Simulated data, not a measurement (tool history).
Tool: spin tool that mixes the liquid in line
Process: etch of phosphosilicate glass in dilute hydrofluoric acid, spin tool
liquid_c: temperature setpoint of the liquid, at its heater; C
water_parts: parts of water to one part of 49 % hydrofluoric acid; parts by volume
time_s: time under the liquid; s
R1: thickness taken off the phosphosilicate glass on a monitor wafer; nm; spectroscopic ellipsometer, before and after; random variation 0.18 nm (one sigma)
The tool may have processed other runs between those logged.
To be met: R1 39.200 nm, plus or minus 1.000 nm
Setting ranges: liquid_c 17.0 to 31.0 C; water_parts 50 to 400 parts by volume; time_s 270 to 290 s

run 1 hour=0.0 | liquid_c=23.0 water_parts=225 time_s=270 | R1=64.748
run 2 hour=3.3 | liquid_c=23.0 water_parts=180 time_s=270 | R1=83.974
run 3 hour=7.6 | liquid_c=23.0 water_parts=120 time_s=270 | R1=135.680
run 4 hour=10.5 | liquid_c=22.5 water_parts=140 time_s=270 | R1=111.330
run 5 hour=18.8 | liquid_c=22.5 water_parts=140 time_s=270 | R1=110.850
run 6 hour=27.4 | liquid_c=19.0 water_parts=140 time_s=270 | R1=95.871
run 7 hour=31.0 | liquid_c=19.0 water_parts=155 time_s=270 | R1=85.352
run 8 hour=38.9 | liquid_c=19.0 water_parts=165 time_s=270 | R1=79.500
run 9 hour=40.4 | liquid_c=19.0 water_parts=175 time_s=270 | R1=74.600
run 10 hour=48.4 | liquid_c=19.0 water_parts=185 time_s=270 | R1=69.352
run 11 hour=53.8 | liquid_c=19.0 water_parts=195 time_s=270 | R1=65.116
run 12 hour=57.7 | liquid_c=19.0 water_parts=205 time_s=270 | R1=62.022
run 13 hour=59.8 | liquid_c=19.0 water_parts=210 time_s=270 | R1=60.510
run 14 hour=63.0 | liquid_c=19.0 water_parts=215 time_s=270 | R1=58.306

Which one of the following 5 next-run settings gets every result inside its allowed miss? There is exactly one.
run A hour=66.2 | liquid_c=20.0 water_parts=150 time_s=290 | R1=?
run B hour=66.2 | liquid_c=18.0 water_parts=270 time_s=270 | R1=?
run C hour=66.2 | liquid_c=18.5 water_parts=295 time_s=275 | R1=?
run D hour=66.2 | liquid_c=17.0 water_parts=280 time_s=285 | R1=?
run E hour=66.2 | liquid_c=17.0 water_parts=280 time_s=290 | R1=?

move=A R1=99.874
move=B R1=42.636
move=C R1=39.628
move=D R1=41.415
move=E R1=42.142
A: misses by more than the last run did
B: gains on the last run, yet a result remains outside its allowed miss
C: all results land within tolerance of their targets
D: gains on the last run, yet a result remains outside its allowed miss
E: gains on the last run, yet a result remains outside its allowed miss
Go with C: it meets all targets.
